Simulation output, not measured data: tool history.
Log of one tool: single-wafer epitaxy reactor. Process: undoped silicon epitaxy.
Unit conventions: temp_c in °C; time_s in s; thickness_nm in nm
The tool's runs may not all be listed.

run   hour  temp_c  time_s  thickness_nm
  1    0.0     650     451        70.635
  2    8.5     648     451        66.625
  3   13.6     648     495        73.556
  4   20.4     654     495        85.371
  5   23.0     654     435        74.849
  6   31.4     652     435        72.182
  7   39.2     650     435        68.590
  8   41.8     650     435        67.405
  9   47.5     648     435        64.457
 10   56.2     646     435        61.683
 11   61.5     645     435        60.536
 12   69.3     644     435        58.195
 13   76.1     643     435        57.164
 14   82.2     642     435        55.511
 15   89.0     641     435        54.615
 16   93.4     641     435        54.015
 17  102.0     641     435        54.716
 18  109.3     640     435        52.962
 19  114.1     639     435        51.370

The next listed run, before its measurement:
 20  117.0     637     435             ?

{"run 20": {"thickness_nm": 48.681}}
